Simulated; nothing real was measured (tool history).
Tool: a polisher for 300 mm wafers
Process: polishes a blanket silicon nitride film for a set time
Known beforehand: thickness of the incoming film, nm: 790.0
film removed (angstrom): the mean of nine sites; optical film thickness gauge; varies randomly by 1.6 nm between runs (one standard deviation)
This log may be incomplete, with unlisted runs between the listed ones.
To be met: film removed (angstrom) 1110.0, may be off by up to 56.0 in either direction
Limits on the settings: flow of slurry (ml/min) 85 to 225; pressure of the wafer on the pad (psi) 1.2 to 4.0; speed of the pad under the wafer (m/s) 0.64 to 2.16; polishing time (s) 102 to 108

| run | hour | flow of slurry (ml/min) | pressure of the wafer on the pad (psi) | speed of the pad under the wafer (m/s) | polishing time (s) | film removed (angstrom) |
|---|---|---|---|---|---|---|
| 1 | 0.0 | 145 | 2.6 | 1.40 | 102 | 1675.3 |
| 2 | 7.2 | 145 | 2.6 | 1.40 | 102 | 1676.4 |
| 3 | 16.1 | 170 | 2.6 | 1.40 | 102 | 1723.1 |
| 4 | 17.4 | 170 | 2.4 | 1.38 | 102 | 1523.8 |
| 5 | 24.2 | 170 | 2.4 | 1.38 | 108 | 1613.2 |
| 6 | 30.4 | 170 | 2.4 | 1.14 | 108 | 1428.4 |
| 7 | 32.6 | 170 | 2.3 | 1.14 | 108 | 1368.5 |
| 8 | 36.3 | 170 | 2.2 | 1.14 | 108 | 1267.1 |
| 9 | 43.4 | 170 | 2.1 | 1.14 | 108 | 1215.8 |
| 10 | 51.4 | 170 | 2.0 | 1.14 | 108 | 1168.7 |

Below are 4 possible settings for the next run. Only one of them brings all results inside the allowed miss of their targets. Which is it?
| A | 59.4 | 195 | 1.7 | 1.24 | 108 | ? |
| B | 59.4 | 160 | 2.5 | 0.98 | 108 | ? |
| C | 59.4 | 170 | 2.3 | 1.06 | 108 | ? |
| D | 59.4 | 135 | 2.3 | 1.04 | 108 | ? |

| move | film removed (angstrom) |
|---|---|
| A | 1116.9 |
| B | 1303.2 |
| C | 1292.0 |
| D | 1225.3 |
A: meets every target
B: moves away from the targets compared with the last run
C: moves away from the targets compared with the last run
D: moves away from the targets compared with the last run
Correct choice: A, which meets every target
